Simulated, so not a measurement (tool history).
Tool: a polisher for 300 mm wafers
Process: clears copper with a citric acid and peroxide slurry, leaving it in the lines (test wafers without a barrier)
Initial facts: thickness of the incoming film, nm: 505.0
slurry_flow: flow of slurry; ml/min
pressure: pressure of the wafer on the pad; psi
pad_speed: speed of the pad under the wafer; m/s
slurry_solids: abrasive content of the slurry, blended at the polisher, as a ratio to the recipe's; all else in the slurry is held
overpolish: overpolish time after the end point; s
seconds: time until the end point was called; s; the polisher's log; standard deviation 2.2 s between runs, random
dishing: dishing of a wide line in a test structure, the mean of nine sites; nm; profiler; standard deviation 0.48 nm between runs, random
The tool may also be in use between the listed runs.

run  hour  slurry_flow  pressure  pad_speed  slurry_solids  overpolish  seconds  dishing
  1     0          310       3.5        1.4              1          16   134.54   42.233
  2   5.3          310       3.5        1.4              1           9   135.67   26.159
  3   9.2          310       3.5        1.4              1          15    134.5   40.319
  4    17          310       3.5        1.4            1.2          15   129.86   41.325
  5  22.6          310       3.5        1.4           1.05          15   132.91   42.427
  6  26.6          310       3.2        1.4           1.05          13   142.64   35.118

What will run 7 give?
  7  35.1          310         3       1.38           1.05          11        ?        ?

For run 7 the tool returned seconds 151.87 s, dishing 27.578 nm.

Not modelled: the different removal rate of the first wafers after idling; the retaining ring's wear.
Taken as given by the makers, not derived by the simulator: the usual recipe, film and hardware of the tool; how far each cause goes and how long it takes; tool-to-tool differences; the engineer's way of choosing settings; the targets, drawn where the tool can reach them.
